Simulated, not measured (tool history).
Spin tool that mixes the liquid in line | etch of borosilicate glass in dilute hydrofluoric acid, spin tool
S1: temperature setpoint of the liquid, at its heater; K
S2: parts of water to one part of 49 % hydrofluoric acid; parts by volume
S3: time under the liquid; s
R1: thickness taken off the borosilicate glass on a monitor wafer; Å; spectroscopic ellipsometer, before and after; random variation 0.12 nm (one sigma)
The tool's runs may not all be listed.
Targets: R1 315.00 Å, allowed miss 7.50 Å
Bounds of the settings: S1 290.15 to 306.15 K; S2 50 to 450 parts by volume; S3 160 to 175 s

run 1 hour=0.0 | S1=298.15 S2=250 S3=160 | R1=150.55
run 2 hour=4.9 | S1=298.15 S2=250 S3=175 | R1=166.14
run 3 hour=13.0 | S1=299.15 S2=240 S3=175 | R1=181.10
run 4 hour=19.2 | S1=296.15 S2=240 S3=175 | R1=162.76
run 5 hour=21.0 | S1=296.15 S2=165 S3=175 | R1=255.09
run 6 hour=22.7 | S1=296.65 S2=165 S3=175 | R1=260.33
run 7 hour=26.3 | S1=297.15 S2=165 S3=175 | R1=267.19
run 8 hour=31.4 | S1=297.65 S2=165 S3=175 | R1=269.26
run 9 hour=39.4 | S1=298.15 S2=165 S3=175 | R1=276.65

4 next moves are on the table. One of them brings every result within its allowed miss. Which?
run A hour=47.4 | S1=295.65 S2=135 S3=165 | R1=?
run B hour=47.4 | S1=301.65 S2=165 S3=175 | R1=?
run C hour=47.4 | S1=297.15 S2=135 S3=175 | R1=?
run D hour=47.4 | S1=298.65 S2=145 S3=175 | R1=?

move=A R1=299.57
move=B R1=314.47
move=C R1=336.83
move=D R1=328.20
A: nearer than the last run, and not there yet
B: meets every target
C: takes the result that was furthest off past its target
D: takes the result that was furthest off past its target
Answer: B

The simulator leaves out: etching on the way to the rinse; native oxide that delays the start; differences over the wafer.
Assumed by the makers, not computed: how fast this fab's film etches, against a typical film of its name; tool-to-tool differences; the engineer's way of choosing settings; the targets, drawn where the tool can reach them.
